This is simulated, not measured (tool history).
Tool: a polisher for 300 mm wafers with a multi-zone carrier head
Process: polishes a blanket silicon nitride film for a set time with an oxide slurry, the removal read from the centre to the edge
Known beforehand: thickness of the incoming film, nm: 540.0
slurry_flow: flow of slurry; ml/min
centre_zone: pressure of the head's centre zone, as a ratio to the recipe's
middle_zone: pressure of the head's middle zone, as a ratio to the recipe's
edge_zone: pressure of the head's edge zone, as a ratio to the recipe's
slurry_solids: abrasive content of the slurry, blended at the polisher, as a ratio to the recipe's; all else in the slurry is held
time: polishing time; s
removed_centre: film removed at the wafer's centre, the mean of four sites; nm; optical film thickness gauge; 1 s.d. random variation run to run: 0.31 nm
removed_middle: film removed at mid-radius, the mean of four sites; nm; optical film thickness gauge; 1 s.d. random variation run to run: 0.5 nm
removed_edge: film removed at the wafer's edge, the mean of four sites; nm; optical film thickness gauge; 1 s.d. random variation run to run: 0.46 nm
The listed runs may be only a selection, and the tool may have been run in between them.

{"run": 1, "hour": 0.0, "slurry_flow": 200, "centre_zone": 1, "middle_zone": 1, "edge_zone": 1, "slurry_solids": 1, "time": 44, "removed_centre": 33.312, "removed_middle": 33.252, "removed_edge": 33.273}
{"run": 2, "hour": 1.3, "slurry_flow": 200, "centre_zone": 1, "middle_zone": 0.95, "edge_zone": 1, "slurry_solids": 1, "time": 44, "removed_centre": 33.097, "removed_middle": 31.558, "removed_edge": 33.144}
{"run": 3, "hour": 5.3, "slurry_flow": 200, "centre_zone": 1.04, "middle_zone": 0.95, "edge_zone": 1, "slurry_solids": 1, "time": 44, "removed_centre": 34.453, "removed_middle": 32.138, "removed_edge": 33.287}
{"run": 4, "hour": 6.0, "slurry_flow": 245, "centre_zone": 1.04, "middle_zone": 0.95, "edge_zone": 1, "slurry_solids": 1, "time": 44, "removed_centre": 35.51, "removed_middle": 32.3, "removed_edge": 33.657}
{"run": 5, "hour": 7.3, "slurry_flow": 245, "centre_zone": 1.05, "middle_zone": 0.96, "edge_zone": 1.02, "slurry_solids": 1.05, "time": 44, "removed_centre": 36.931, "removed_middle": 33.37, "removed_edge": 34.49}
{"run": 6, "hour": 9.8, "slurry_flow": 245, "centre_zone": 1.11, "middle_zone": 0.96, "edge_zone": 1.02, "slurry_solids": 1.05, "time": 44, "removed_centre": 38.149, "removed_middle": 34.025, "removed_edge": 34.655}

Run 7 has not been measured yet. What should we expect?
{"run": 7, "hour": 16.9, "slurry_flow": 245, "centre_zone": 1.11, "middle_zone": 0.96, "edge_zone": 1.04, "slurry_solids": 1.05, "time": 44, "removed_centre": "?", "removed_middle": "?", "removed_edge": "?"}

removed_centre: 38.39 nm
removed_middle: 33.985 nm
removed_edge: 34.8 nm

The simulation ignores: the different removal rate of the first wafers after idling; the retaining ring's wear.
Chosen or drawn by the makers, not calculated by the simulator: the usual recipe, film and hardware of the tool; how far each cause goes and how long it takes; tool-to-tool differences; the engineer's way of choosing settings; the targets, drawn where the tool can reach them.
